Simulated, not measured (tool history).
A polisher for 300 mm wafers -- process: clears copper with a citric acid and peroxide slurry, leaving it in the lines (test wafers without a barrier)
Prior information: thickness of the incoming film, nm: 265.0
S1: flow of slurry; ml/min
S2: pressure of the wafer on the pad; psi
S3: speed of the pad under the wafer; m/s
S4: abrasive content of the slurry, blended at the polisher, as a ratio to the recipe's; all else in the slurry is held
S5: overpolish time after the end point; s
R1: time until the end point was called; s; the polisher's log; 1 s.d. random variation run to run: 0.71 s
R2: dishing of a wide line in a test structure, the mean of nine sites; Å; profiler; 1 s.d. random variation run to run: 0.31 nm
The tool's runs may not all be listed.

run 1 hour=0 | S1=170 S2=2.7 S3=1.08 S4=1 S5=27 | R1=113.31 R2=274.53
run 2 hour=2 | S1=175 S2=2.9 S3=1.08 S4=1 S5=24 | R1=104.93 R2=271.02
run 3 hour=6.4 | S1=180 S2=3.1 S3=1.08 S4=1 S5=22 | R1=99.924 R2=267.38
run 4 hour=9.5 | S1=180 S2=3.1 S3=1.08 S4=1 S5=11 | R1=97.584 R2=172.89
run 5 hour=11 | S1=180 S2=3.1 S3=1.08 S4=0.8 S5=11 | R1=107.61 R2=163.24
run 6 hour=13.8 | S1=180 S2=3.2 S3=1.1 S4=0.8 S5=12 | R1=99.798 R2=178.98
run 7 hour=15 | S1=180 S2=3.3 S3=1.1 S4=0.8 S5=13 | R1=97.219 R2=195.94
run 8 hour=17 | S1=180 S2=3.4 S3=1.1 S4=0.8 S5=13 | R1=95.697 R2=196.51
run 9 hour=19.5 | S1=180 S2=3.5 S3=1.12 S4=0.8 S5=13 | R1=90.166 R2=201.44
run 10 hour=25.6 | S1=180 S2=3.6 S3=1.12 S4=0.8 S5=14 | R1=88.086 R2=219.34
run 11 hour=30.7 | S1=180 S2=3.7 S3=1.14 S4=0.8 S5=14 | R1=83.28 R2=223.53
run 12 hour=35.8 | S1=180 S2=3.8 S3=1.14 S4=0.8 S5=14 | R1=82.259 R2=229.03

Expected results for the next run?
run 13 hour=37.6 | S1=180 S2=3.9 S3=1.16 S4=0.8 S5=14 | R1=? R2=?

{"run 13": {"R1": 79.111, "R2": 238.68}}
